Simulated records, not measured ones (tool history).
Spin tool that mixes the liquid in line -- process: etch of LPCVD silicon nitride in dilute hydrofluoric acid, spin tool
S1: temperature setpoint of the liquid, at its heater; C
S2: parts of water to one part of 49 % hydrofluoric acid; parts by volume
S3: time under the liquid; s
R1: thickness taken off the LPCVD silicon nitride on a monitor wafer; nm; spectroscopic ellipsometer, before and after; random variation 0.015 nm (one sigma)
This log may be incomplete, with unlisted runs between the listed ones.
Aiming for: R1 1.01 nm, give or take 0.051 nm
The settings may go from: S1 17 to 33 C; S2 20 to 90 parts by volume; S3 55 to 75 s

{"run": 1, "hour": 0.0, "S1": 25, "S2": 50, "S3": 75, "R1": 0.77315}
{"run": 2, "hour": 1.9, "S1": 25, "S2": 70, "S3": 75, "R1": 0.55922}
{"run": 3, "hour": 10.4, "S1": 27.5, "S2": 70, "S3": 75, "R1": 0.65307}
{"run": 4, "hour": 13.7, "S1": 29, "S2": 70, "S3": 75, "R1": 0.73512}
{"run": 5, "hour": 21.2, "S1": 29, "S2": 80, "S3": 75, "R1": 0.63868}
{"run": 6, "hour": 27.4, "S1": 30.5, "S2": 75, "S3": 75, "R1": 0.73291}
{"run": 7, "hour": 29.8, "S1": 31.5, "S2": 70, "S3": 75, "R1": 0.83649}
{"run": 8, "hour": 33.9, "S1": 32, "S2": 70, "S3": 75, "R1": 0.88116}
{"run": 9, "hour": 35.5, "S1": 32.5, "S2": 70, "S3": 75, "R1": 0.90954}

Of the 5 settings listed for the next run, only one would bring every result within its allowed miss of target. Which one?
{"run": "A", "hour": 37.1, "S1": 33, "S2": 75, "S3": 75, "R1": "?"}
{"run": "B", "hour": 37.1, "S1": 33, "S2": 65, "S3": 75, "R1": "?"}
{"run": "C", "hour": 37.1, "S1": 32, "S2": 70, "S3": 70, "R1": "?"}
{"run": "D", "hour": 37.1, "S1": 33, "S2": 70, "S3": 75, "R1": "?"}
{"run": "E", "hour": 37.1, "S1": 31.5, "S2": 70, "S3": 75, "R1": "?"}

move=A R1=0.87987
move=B R1=1.016
move=C R1=0.82689
move=D R1=0.94313
move=E R1=0.85852
A: lands further from the targets than the last run did
B: every result lands within tolerance
C: lands further from the targets than the last run did
D: nearer than the last run, and not there yet
E: lands further from the targets than the last run did
B meets every target.
